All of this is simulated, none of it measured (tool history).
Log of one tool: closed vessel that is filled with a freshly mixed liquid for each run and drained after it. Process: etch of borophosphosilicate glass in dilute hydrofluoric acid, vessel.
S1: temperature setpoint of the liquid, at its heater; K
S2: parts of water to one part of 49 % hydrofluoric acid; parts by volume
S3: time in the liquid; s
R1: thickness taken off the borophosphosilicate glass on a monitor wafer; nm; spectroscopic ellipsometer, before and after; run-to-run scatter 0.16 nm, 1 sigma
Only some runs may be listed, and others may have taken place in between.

Run 1, hour 0.0: S1 293.15 K, S2 300 parts by volume, S3 45 s. Result: R1 9.0796 nm.
Run 2, hour 4.2: S1 290.15 K, S2 300 parts by volume, S3 45 s. Result: R1 8.2715 nm.
Run 3, hour 7.4: S1 291.65 K, S2 285 parts by volume, S3 45 s. Result: R1 9.1904 nm.
Run 4, hour 10.7: S1 291.65 K, S2 365 parts by volume, S3 45 s. Result: R1 6.7435 nm.
Run 5, hour 19.7: S1 291.65 K, S2 365 parts by volume, S3 45 s. Result: R1 6.6111 nm.
Run 6, hour 26.4: S1 291.65 K, S2 270 parts by volume, S3 45 s. Result: R1 9.9326 nm.
Run 7, hour 34.9: S1 292.65 K, S2 260 parts by volume, S3 45 s. Result: R1 10.7260 nm.
Run 8, hour 36.3: S1 293.65 K, S2 250 parts by volume, S3 45 s. Result: R1 11.5260 nm.

The next listed run, before its measurement:
Run 9, hour 44.6: S1 293.65 K, S2 250 parts by volume, S3 45 s. Result: R1 ?.

{"run 9": {"R1": 11.417}}
